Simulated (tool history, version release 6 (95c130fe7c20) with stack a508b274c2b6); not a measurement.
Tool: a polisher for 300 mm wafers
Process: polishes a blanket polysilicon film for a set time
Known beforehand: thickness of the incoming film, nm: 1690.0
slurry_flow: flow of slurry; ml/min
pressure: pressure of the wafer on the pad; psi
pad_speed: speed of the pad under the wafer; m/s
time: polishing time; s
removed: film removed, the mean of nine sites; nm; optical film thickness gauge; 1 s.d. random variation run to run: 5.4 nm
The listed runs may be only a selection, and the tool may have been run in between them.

run,hour,slurry_flow,pressure,pad_speed,time,removed
1,0.0,145,2.4,0.98,102,588.91
2,2.7,165,2.4,0.98,102,598.40
3,9.4,165,2.0,0.98,102,503.95
4,15.0,165,2.1,0.98,102,527.72
5,18.7,200,2.1,0.98,102,539.51
6,23.9,200,1.9,0.98,102,490.03

Forecast run 7:
7,30.0,200,1.9,0.98,102,?

Logged for run 7: removed 487.53 nm.
